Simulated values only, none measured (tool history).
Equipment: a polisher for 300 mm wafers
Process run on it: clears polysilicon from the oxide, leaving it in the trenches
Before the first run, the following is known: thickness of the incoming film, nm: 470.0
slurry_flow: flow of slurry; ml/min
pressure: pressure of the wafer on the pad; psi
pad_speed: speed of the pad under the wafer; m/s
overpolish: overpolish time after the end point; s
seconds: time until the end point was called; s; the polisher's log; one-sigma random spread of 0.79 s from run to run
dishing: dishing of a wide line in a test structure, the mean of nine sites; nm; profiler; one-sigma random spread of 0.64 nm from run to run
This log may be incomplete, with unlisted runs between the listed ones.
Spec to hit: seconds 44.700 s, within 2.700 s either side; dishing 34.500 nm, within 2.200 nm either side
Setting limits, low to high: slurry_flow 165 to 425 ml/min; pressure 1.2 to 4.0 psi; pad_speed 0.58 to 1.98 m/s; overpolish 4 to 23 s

| run | hour | slurry_flow | pressure | pad_speed | overpolish | seconds | dishing |
|---|---|---|---|---|---|---|---|
| 1 | 0.0 | 275 | 2.6 | 1.28 | 12 | 33.535 | 43.319 |
| 2 | 7.7 | 275 | 2.6 | 1.28 | 8 | 32.976 | 41.459 |
| 3 | 15.2 | 275 | 2.4 | 1.26 | 7 | 35.989 | 39.076 |
| 4 | 17.9 | 275 | 2.4 | 1.26 | 11 | 36.828 | 42.552 |
| 5 | 23.6 | 275 | 2.1 | 1.26 | 11 | 41.751 | 42.766 |
| 6 | 30.1 | 275 | 2.2 | 1.14 | 9 | 43.553 | 40.666 |
| 7 | 30.9 | 310 | 2.9 | 0.78 | 4 | 47.328 | 27.066 |
| 8 | 32.7 | 295 | 2.8 | 0.82 | 6 | 47.522 | 34.503 |

Consider the 4 candidate settings below. Which is the only one whose results all fall within their allowed miss of target?
| A | 34.5 | 230 | 3.2 | 0.68 | 7 | ? | ? |
| B | 34.5 | 255 | 3.3 | 0.62 | 7 | ? | ? |
| C | 34.5 | 250 | 3.1 | 0.80 | 6 | ? | ? |
| D | 34.5 | 175 | 3.1 | 0.74 | 7 | ? | ? |

| move | seconds | dishing |
|---|---|---|
| A | 51.905 | 35.046 |
| B | 54.322 | 34.369 |
| C | 45.449 | 34.730 |
| D | 51.277 | 35.224 |
A: the biggest miss grows against the last run
B: the biggest miss grows against the last run
C: in spec on every target
D: the biggest miss grows against the last run
So the answer is move C, the one that meets all the targets.

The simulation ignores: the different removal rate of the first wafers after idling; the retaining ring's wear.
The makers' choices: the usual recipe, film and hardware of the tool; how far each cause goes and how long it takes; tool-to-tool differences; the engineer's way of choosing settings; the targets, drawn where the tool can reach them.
